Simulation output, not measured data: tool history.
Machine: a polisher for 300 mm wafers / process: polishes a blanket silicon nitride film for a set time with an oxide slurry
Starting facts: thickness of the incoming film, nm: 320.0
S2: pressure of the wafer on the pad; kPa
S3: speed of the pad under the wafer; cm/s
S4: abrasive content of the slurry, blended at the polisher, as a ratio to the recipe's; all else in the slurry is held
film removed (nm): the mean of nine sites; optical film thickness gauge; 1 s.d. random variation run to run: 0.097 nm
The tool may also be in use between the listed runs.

{"run": 1, "day": 0.0, "flow of slurry (ml/min)": 200, "S2": 19.3, "S3": 126, "S4": 1.0, "polishing time (s)": 26, "film removed (nm)": 18.572}
{"run": 2, "day": 0.292, "flow of slurry (ml/min)": 245, "S2": 19.3, "S3": 126, "S4": 1.0, "polishing time (s)": 26, "film removed (nm)": 19.392}
{"run": 3, "day": 0.617, "flow of slurry (ml/min)": 245, "S2": 19.3, "S3": 126, "S4": 1.2, "polishing time (s)": 26, "film removed (nm)": 21.187}
{"run": 4, "day": 0.929, "flow of slurry (ml/min)": 245, "S2": 19.3, "S3": 126, "S4": 1.1, "polishing time (s)": 26, "film removed (nm)": 20.471}
{"run": 5, "day": 1.05, "flow of slurry (ml/min)": 245, "S2": 19.3, "S3": 126, "S4": 1.1, "polishing time (s)": 26, "film removed (nm)": 20.093}
{"run": 6, "day": 1.317, "flow of slurry (ml/min)": 265, "S2": 19.3, "S3": 126, "S4": 1.1, "polishing time (s)": 26, "film removed (nm)": 20.666}
{"run": 7, "day": 1.646, "flow of slurry (ml/min)": 260, "S2": 17.9, "S3": 120, "S4": 1.1, "polishing time (s)": 26, "film removed (nm)": 18.173}
{"run": 8, "day": 1.821, "flow of slurry (ml/min)": 260, "S2": 17.2, "S3": 116, "S4": 1.1, "polishing time (s)": 26, "film removed (nm)": 17.128}

What does the tool deliver on the next run?
{"run": 9, "day": 1.975, "flow of slurry (ml/min)": 260, "S2": 16.5, "S3": 112, "S4": 1.1, "polishing time (s)": 26, "film removed (nm)": "?"}

Run 9 produced film removed (nm) 15.818.
